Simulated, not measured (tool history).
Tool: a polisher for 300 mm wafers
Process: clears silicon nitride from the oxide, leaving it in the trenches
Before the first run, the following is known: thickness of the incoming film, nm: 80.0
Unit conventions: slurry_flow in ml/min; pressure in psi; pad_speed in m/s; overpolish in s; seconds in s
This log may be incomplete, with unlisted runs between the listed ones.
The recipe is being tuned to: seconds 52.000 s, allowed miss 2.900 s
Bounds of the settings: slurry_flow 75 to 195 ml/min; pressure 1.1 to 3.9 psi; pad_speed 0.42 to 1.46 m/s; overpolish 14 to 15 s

run	hour	slurry_flow	pressure	pad_speed	overpolish	seconds
1	0.0	125	2.5	0.94	14	100.500
2	5.3	125	3.0	0.94	14	86.548
3	6.0	125	3.1	0.96	14	84.261
4	7.0	105	3.1	0.96	14	85.611
5	8.7	105	3.2	0.98	14	79.153
6	14.2	105	3.2	0.82	14	94.910
7	22.5	105	3.3	0.86	14	88.027
8	25.8	105	3.4	0.90	14	84.697
9	33.0	105	3.5	0.94	14	76.486
10	34.9	105	3.5	0.94	14	79.969
11	38.7	105	3.5	0.98	14	76.750
12	46.0	105	3.5	1.02	14	72.752
13	50.4	105	3.5	1.04	14	71.165
14	56.8	105	3.5	1.06	14	70.821
15	61.1	105	3.5	1.08	14	68.502
16	67.9	115	3.9	1.18	14	55.790

Of the 5 settings listed for the next run, only one would bring every result within its allowed miss of target. Which one?
A	74.7	115	3.7	1.16	14	?
B	74.7	95	3.9	1.30	14	?
C	74.7	140	3.6	1.20	15	?
D	74.7	75	3.6	1.32	14	?
E	74.7	105	3.7	1.16	14	?

move	seconds
A	59.173
B	52.819
C	56.418
D	59.805
E	60.402
A: lands further from the targets than the last run did
B: every result lands within tolerance
C: lands further from the targets than the last run did
D: lands further from the targets than the last run did
E: lands further from the targets than the last run did
The right move is B.

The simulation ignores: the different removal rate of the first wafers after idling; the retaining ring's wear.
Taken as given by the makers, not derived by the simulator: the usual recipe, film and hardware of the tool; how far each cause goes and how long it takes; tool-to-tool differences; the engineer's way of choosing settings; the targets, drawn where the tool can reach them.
